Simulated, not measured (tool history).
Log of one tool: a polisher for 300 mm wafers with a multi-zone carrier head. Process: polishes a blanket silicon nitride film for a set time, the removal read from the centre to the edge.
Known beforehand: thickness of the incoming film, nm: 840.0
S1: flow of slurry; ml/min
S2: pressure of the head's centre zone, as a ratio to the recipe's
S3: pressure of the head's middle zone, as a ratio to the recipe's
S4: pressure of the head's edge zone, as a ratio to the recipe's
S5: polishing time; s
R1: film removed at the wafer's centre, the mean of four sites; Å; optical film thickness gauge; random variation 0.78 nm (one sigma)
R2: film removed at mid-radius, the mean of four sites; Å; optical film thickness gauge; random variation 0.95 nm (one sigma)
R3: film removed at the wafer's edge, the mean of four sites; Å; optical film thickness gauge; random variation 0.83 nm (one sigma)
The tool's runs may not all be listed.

{"run": 1, "day": 0.0, "S1": 295, "S2": 1, "S3": 1, "S4": 1, "S5": 64, "R1": 923.39, "R2": 897.56, "R3": 888.19}
{"run": 2, "day": 0.2, "S1": 355, "S2": 1, "S3": 1, "S4": 1, "S5": 64, "R1": 940.21, "R2": 972.92, "R3": 910.88}
{"run": 3, "day": 0.471, "S1": 355, "S2": 1, "S3": 1, "S4": 0.97, "S5": 64, "R1": 946.33, "R2": 963.31, "R3": 884.13}
{"run": 4, "day": 0.525, "S1": 355, "S2": 1.04, "S3": 1, "S4": 0.97, "S5": 64, "R1": 954.72, "R2": 942.28, "R3": 887.79}
{"run": 5, "day": 0.85, "S1": 300, "S2": 1.04, "S3": 1, "S4": 0.97, "S5": 64, "R1": 960.86, "R2": 923.64, "R3": 879.72}
{"run": 6, "day": 1.142, "S1": 300, "S2": 1.04, "S3": 1, "S4": 0.97, "S5": 56, "R1": 830.3, "R2": 812.52, "R3": 774.81}
{"run": 7, "day": 1.462, "S1": 295, "S2": 0.99, "S3": 0.99, "S4": 0.99, "S5": 55, "R1": 774.64, "R2": 771.05, "R3": 762.98}
{"run": 8, "day": 1.667, "S1": 285, "S2": 0.95, "S3": 0.99, "S4": 1, "S5": 55, "R1": 753.87, "R2": 776.53, "R3": 760.05}
{"run": 9, "day": 1.775, "S1": 275, "S2": 0.92, "S3": 0.98, "S4": 1.01, "S5": 55, "R1": 725.41, "R2": 782.01, "R3": 759.83}

Run 10, settings as shown, results not yet in. Your forecast:
{"run": 10, "day": 1.842, "S1": 265, "S2": 0.9, "S3": 0.97, "S4": 1.02, "S5": 55, "R1": "?", "R2": "?", "R3": "?"}

{"run 10": {"R1": 703.43, "R2": 769.91, "R3": 758.51}}
